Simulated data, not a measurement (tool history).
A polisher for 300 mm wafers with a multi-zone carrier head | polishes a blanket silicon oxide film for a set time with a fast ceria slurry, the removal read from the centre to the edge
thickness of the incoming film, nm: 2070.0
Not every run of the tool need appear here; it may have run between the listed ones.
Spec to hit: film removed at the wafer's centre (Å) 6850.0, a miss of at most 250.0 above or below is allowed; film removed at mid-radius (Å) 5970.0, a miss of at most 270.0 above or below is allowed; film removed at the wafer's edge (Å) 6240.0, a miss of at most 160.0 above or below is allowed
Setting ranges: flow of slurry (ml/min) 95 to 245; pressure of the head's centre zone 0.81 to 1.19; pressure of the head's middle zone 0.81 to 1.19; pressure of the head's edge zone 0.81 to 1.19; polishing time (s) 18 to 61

| run | hour | flow of slurry (ml/min) | pressure of the head's centre zone | pressure of the head's middle zone | pressure of the head's edge zone | polishing time (s) | film removed at the wafer's centre (Å) | film removed at mid-radius (Å) | film removed at the wafer's edge (Å) |
|---|---|---|---|---|---|---|---|---|---|
| 1 | 0.0 | 155 | 1.00 | 1.00 | 1.00 | 39 | 7475.5 | 6964.7 | 6998.9 |
| 2 | 7.2 | 175 | 1.00 | 1.00 | 1.00 | 39 | 7534.5 | 7275.6 | 7069.6 |
| 3 | 10.7 | 175 | 1.00 | 1.00 | 0.93 | 39 | 7685.5 | 7394.6 | 6849.9 |
| 4 | 15.9 | 145 | 1.00 | 1.00 | 0.93 | 39 | 7406.5 | 6998.9 | 6609.6 |
| 5 | 16.7 | 135 | 0.99 | 0.97 | 0.93 | 39 | 7150.1 | 6745.5 | 6637.0 |
| 6 | 19.2 | 135 | 0.99 | 0.97 | 1.01 | 39 | 7091.2 | 6647.7 | 6899.2 |
| 7 | 23.8 | 125 | 1.00 | 0.95 | 0.99 | 39 | 7106.5 | 6590.1 | 6747.4 |
| 8 | 26.8 | 120 | 1.01 | 0.93 | 0.98 | 39 | 7120.4 | 6366.9 | 6634.1 |
| 9 | 33.4 | 115 | 1.01 | 0.92 | 0.97 | 39 | 7056.0 | 6400.5 | 6541.5 |
| 10 | 34.3 | 105 | 1.02 | 0.85 | 0.94 | 38 | 6771.8 | 5595.5 | 6157.3 |

Which of these 5 next moves meets every target?
| A | 35.2 | 105 | 1.04 | 0.82 | 0.85 | 42 | ? | ? | ? |
| B | 35.2 | 100 | 1.08 | 0.81 | 0.98 | 38 | ? | ? | ? |
| C | 35.2 | 140 | 1.03 | 0.92 | 0.98 | 36 | ? | ? | ? |
| D | 35.2 | 95 | 1.07 | 0.87 | 1.01 | 37 | ? | ? | ? |
| E | 35.2 | 125 | 1.16 | 0.87 | 1.04 | 35 | ? | ? | ? |

| move | film removed at the wafer's centre (Å) | film removed at mid-radius (Å) | film removed at the wafer's edge (Å) |
|---|---|---|---|
| A | 7530.7 | 6019.6 | 6518.3 |
| B | 6941.5 | 5318.2 | 6242.1 |
| C | 6915.7 | 6069.2 | 6246.5 |
| D | 6591.7 | 5410.1 | 6100.9 |
| E | 7280.9 | 5493.4 | 6147.7 |
A: brings the last run's worst result on target, with another outside its allowed miss
B: further off than the last run
C: meets every target
D: further off than the last run
E: further off than the last run
C meets every target.
